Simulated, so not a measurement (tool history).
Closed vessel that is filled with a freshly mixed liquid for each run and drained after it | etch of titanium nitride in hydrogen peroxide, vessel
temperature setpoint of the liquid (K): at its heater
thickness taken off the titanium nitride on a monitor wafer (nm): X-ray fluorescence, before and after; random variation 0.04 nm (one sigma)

run,day,temperature setpoint of the liquid (K),concentration of hydrogen peroxide in the mixed liquid (% by weight),time in the liquid (s),thickness taken off the titanium nitride on a monitor wafer (nm)
1,0,322.15,19.5,200,11.406
2,0.15,319.65,19.5,200,9.7046
3,0.325,317.65,19.5,200,8.2931
4,0.354,317.65,21,200,8.3524
5,0.483,316.15,21,200,7.5466
# day 0.642: thermometer replaced
6,0.642,314.65,21,200,7.594
7,0.871,313.15,20.5,195,6.5684
8,1.142,311.65,20.5,195,5.8016
9,1.288,310.65,20.5,195,5.4588
10,1.562,310.15,20.5,195,5.1506

The next listed run, before its measurement:
11,1.796,309.65,20.5,195,?

{"run 11": {"thickness taken off the titanium nitride on a monitor wafer (nm)": 5.0013}}
